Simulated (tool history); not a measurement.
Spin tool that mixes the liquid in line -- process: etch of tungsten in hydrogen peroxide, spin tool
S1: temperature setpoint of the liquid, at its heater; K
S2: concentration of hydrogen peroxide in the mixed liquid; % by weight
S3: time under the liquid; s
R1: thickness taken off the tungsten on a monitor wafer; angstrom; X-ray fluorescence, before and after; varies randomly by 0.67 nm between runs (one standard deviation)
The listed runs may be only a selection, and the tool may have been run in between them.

run 1 day=0.000 | S1=323.15 S2=15.5 S3=120 | R1=830.69
run 2 day=0.133 | S1=326.65 S2=15.5 S3=120 | R1=1028.00
run 3 day=0.204 | S1=327.65 S2=15.5 S3=120 | R1=1088.30
run 4 day=0.550 | S1=328.15 S2=15.5 S3=120 | R1=1136.30
run 5 day=0.575 | S1=328.65 S2=15.5 S3=120 | R1=1162.10
run 6 day=0.846 | S1=329.15 S2=15.5 S3=120 | R1=1187.60
-- day=0.962 new drum of peroxide connected
run 7 day=0.962 | S1=329.65 S2=15.5 S3=120 | R1=1282.90
run 8 day=1.017 | S1=330.15 S2=15.5 S3=120 | R1=1309.50
run 9 day=1.308 | S1=331.15 S2=15.5 S3=120 | R1=1397.20

Run 10 has not been measured yet. What should we expect?
run 10 day=1.583 | S1=331.65 S2=15.5 S3=120 | R1=?

R1: 1423.70 angstrom
